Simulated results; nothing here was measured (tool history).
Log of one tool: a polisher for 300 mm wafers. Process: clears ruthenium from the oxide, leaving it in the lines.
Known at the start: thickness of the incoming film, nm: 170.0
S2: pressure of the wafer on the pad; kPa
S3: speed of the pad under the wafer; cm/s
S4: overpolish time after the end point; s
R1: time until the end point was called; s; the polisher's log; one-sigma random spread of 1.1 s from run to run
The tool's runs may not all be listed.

run 1 hour=0 | flow_of_slurry_(ml/min)=290 S2=18.6 S3=100 S4=8 | R1=112.42
run 2 hour=2.1 | flow_of_slurry_(ml/min)=340 S2=18.6 S3=100 S4=8 | R1=113.73
run 3 hour=4.5 | flow_of_slurry_(ml/min)=340 S2=20.7 S3=104 S4=8 | R1=99.495
run 4 hour=11.3 | flow_of_slurry_(ml/min)=340 S2=20.7 S3=130 S4=8 | R1=81.883
run 5 hour=19.6 | flow_of_slurry_(ml/min)=340 S2=22.1 S3=132 S4=8 | R1=75.09
run 6 hour=23.6 | flow_of_slurry_(ml/min)=340 S2=22.8 S3=132 S4=8 | R1=75.024
run 7 hour=31.7 | flow_of_slurry_(ml/min)=340 S2=23.4 S3=134 S4=8 | R1=72.628

The next listed run, before its measurement:
-- hour=33.6 slurry nozzle cleaned
run 8 hour=33.6 | flow_of_slurry_(ml/min)=340 S2=24.1 S3=136 S4=8 | R1=?

Run 8 gave R1 68.7 s.
